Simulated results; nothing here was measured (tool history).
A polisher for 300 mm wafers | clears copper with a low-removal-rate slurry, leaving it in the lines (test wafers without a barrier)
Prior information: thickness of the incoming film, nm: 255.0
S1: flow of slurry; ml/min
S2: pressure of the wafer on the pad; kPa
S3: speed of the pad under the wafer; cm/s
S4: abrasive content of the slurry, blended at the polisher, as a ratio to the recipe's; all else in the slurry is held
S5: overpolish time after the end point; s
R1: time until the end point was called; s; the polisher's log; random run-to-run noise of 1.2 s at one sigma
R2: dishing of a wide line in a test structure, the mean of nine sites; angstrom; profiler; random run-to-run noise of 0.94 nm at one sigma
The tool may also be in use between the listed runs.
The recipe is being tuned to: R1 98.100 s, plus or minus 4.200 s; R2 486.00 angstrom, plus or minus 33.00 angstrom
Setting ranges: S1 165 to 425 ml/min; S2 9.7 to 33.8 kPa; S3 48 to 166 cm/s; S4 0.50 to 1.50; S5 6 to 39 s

run,hour,S1,S2,S3,S4,S5,R1,R2
1,0.0,275,21.4,106,1.00,20,79.727,409.06
2,1.0,275,20.7,106,1.00,22,79.920,424.11
3,2.6,275,20.7,106,0.90,22,83.720,417.56
4,6.8,275,15.9,106,0.90,22,108.920,342.89
5,13.0,275,16.5,106,0.90,23,105.780,354.97
6,20.5,275,16.5,128,0.90,23,89.371,401.56
7,26.9,275,16.5,128,0.90,25,88.996,447.88
8,33.1,275,15.9,128,0.90,26,92.756,432.31
9,41.0,275,15.9,128,0.90,27,92.564,472.66
10,42.3,275,14.5,128,0.90,29,102.890,448.14

5 candidate next runs follow, results not yet known. Just one meets every target within its allowed miss. Identify it.
A,43.6,275,13.8,126,0.90,27,?,?
B,43.6,270,15.9,126,0.80,32,?,?
C,43.6,170,16.5,128,0.80,38,?,?
D,43.6,260,18.6,102,0.75,28,?,?
E,43.6,275,15.2,112,0.95,34,?,?

move,R1,R2
A,109.610,396.40
B,99.033,496.17
C,100.280,561.36
D,104.570,431.91
E,109.640,479.08
A: moves away from the targets compared with the last run
B: every result within its allowed miss
C: carries the result that was furthest off beyond its target, to the other side
D: moves away from the targets compared with the last run
E: brings the last run's worst result on target, with another outside its allowed miss
Go with B: it meets all targets.

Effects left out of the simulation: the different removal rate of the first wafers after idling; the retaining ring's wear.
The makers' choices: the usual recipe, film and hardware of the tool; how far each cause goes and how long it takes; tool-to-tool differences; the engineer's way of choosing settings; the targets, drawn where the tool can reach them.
